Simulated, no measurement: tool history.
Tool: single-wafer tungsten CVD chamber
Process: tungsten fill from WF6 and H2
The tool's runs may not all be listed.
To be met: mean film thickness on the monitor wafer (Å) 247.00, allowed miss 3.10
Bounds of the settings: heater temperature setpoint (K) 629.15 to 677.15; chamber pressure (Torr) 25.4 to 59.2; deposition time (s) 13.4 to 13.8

| run | hour | heater temperature setpoint (K) | chamber pressure (Torr) | deposition time (s) | mean film thickness on the monitor wafer (Å) |
|---|---|---|---|---|---|
| 1 | 0.0 | 653.15 | 42.3 | 13.4 | 315.38 |
| 2 | 7.8 | 649.15 | 42.3 | 13.4 | 286.69 |
| 3 | 8.5 | 648.15 | 42.3 | 13.4 | 279.53 |
| 4 | 12.3 | 648.15 | 47.8 | 13.4 | 292.02 |
| 5 | 18.2 | 648.15 | 43.0 | 13.4 | 282.43 |
| 6 | 25.3 | 647.15 | 43.0 | 13.4 | 274.96 |
| 7 | 26.3 | 646.15 | 43.0 | 13.4 | 268.36 |
| 8 | 34.3 | 641.15 | 42.9 | 13.4 | 237.09 |
| 9 | 35.4 | 642.15 | 42.9 | 13.4 | 243.30 |

Which of these 4 next moves meets every target?
| A | 36.5 | 641.15 | 42.8 | 13.4 | ? |
| B | 36.5 | 644.15 | 39.3 | 13.4 | ? |
| C | 36.5 | 642.15 | 41.5 | 13.4 | ? |
| D | 36.5 | 642.15 | 37.6 | 13.7 | ? |

| move | mean film thickness on the monitor wafer (Å) |
|---|---|
| A | 238.41 |
| B | 249.20 |
| C | 241.76 |
| D | 239.07 |
A: further off than the last run
B: meets every target
C: further off than the last run
D: further off than the last run
The right move is B.
